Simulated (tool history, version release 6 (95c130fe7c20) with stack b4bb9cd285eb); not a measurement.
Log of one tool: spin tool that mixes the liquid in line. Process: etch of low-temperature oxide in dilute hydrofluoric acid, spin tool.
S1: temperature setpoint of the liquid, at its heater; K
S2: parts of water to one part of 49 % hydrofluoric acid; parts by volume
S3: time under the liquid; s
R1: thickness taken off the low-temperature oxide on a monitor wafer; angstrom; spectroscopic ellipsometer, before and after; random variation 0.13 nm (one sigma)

Run 1, hour 0.0: S1 293.15 K, S2 65 parts by volume, S3 70 s. Result: R1 187.91 angstrom.
Run 2, hour 3.2: S1 293.15 K, S2 65 parts by volume, S3 75 s. Result: R1 201.32 angstrom.
Run 3, hour 5.2: S1 292.65 K, S2 70 parts by volume, S3 75 s. Result: R1 181.15 angstrom.
Run 4, hour 12.4: S1 292.65 K, S2 70 parts by volume, S3 75 s. Result: R1 183.74 angstrom.
Run 5, hour 15.9: S1 292.15 K, S2 70 parts by volume, S3 75 s. Result: R1 177.58 angstrom.
Run 6, hour 22.7: S1 291.65 K, S2 70 parts by volume, S3 75 s. Result: R1 174.47 angstrom.

Forecast run 7:
Run 7, hour 25.0: S1 291.15 K, S2 70 parts by volume, S3 75 s. Result: R1 ?.

R1: 171.64 angstrom

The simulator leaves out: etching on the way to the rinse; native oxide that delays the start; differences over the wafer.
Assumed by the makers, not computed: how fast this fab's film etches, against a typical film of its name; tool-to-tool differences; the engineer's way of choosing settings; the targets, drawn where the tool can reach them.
